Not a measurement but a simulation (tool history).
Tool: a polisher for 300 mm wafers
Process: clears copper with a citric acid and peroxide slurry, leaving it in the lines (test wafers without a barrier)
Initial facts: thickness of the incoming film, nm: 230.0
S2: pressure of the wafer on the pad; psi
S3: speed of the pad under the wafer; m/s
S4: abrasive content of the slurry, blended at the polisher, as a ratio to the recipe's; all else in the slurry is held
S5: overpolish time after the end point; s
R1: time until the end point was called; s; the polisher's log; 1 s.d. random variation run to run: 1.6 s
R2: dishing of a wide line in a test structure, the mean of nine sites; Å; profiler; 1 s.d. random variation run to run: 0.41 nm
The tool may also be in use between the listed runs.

Run 1, hour 0.0: flow of slurry (ml/min) 220, S2 2.8 psi, S3 1.06 m/s, S4 1.0, S5 16 s. Result: R1 110.480 s, R2 243.80 Å.
Run 2, hour 2.3: flow of slurry (ml/min) 220, S2 3.0 psi, S3 1.06 m/s, S4 1.0, S5 17 s. Result: R1 109.700 s, R2 271.09 Å.
Run 3, hour 7.9: flow of slurry (ml/min) 220, S2 3.2 psi, S3 1.06 m/s, S4 1.0, S5 17 s. Result: R1 97.055 s, R2 287.33 Å.
Run 4, hour 11.5: flow of slurry (ml/min) 220, S2 3.3 psi, S3 1.06 m/s, S4 1.0, S5 18 s. Result: R1 98.558 s, R2 305.13 Å.
Run 5, hour 17.4: flow of slurry (ml/min) 220, S2 3.3 psi, S3 1.06 m/s, S4 0.8, S5 18 s. Result: R1 101.940 s, R2 294.04 Å.
Run 6, hour 19.2: flow of slurry (ml/min) 220, S2 3.4 psi, S3 1.06 m/s, S4 0.8, S5 18 s. Result: R1 99.513 s, R2 307.29 Å.

What will run 7 give?
Run 7, hour 24.1: flow of slurry (ml/min) 220, S2 3.5 psi, S3 1.06 m/s, S4 0.8, S5 18 s. Result: R1 ?, R2 ?.

{"run 7": {"R1": 95.308, "R2": 315.17}}
